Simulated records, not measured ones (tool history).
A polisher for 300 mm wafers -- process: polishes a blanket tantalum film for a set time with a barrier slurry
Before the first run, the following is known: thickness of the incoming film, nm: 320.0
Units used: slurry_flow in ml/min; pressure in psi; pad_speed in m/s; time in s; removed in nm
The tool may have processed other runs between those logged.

run	hour	slurry_flow	pressure	pad_speed	slurry_solids	time	removed
1	0.0	130	1.4	0.80	1.0	43	37.412
2	7.4	130	1.4	0.90	1.0	43	42.076
3	12.3	120	1.1	0.82	1.0	43	29.877
4	18.9	115	0.9	0.78	1.0	43	22.822
5	22.8	110	0.8	0.78	1.0	43	20.247
6	28.5	105	0.7	0.78	1.0	43	17.566

Forecast run 7:
7	34.6	100	0.7	0.78	1.0	43	?

Run 7 produced removed 17.090 nm.

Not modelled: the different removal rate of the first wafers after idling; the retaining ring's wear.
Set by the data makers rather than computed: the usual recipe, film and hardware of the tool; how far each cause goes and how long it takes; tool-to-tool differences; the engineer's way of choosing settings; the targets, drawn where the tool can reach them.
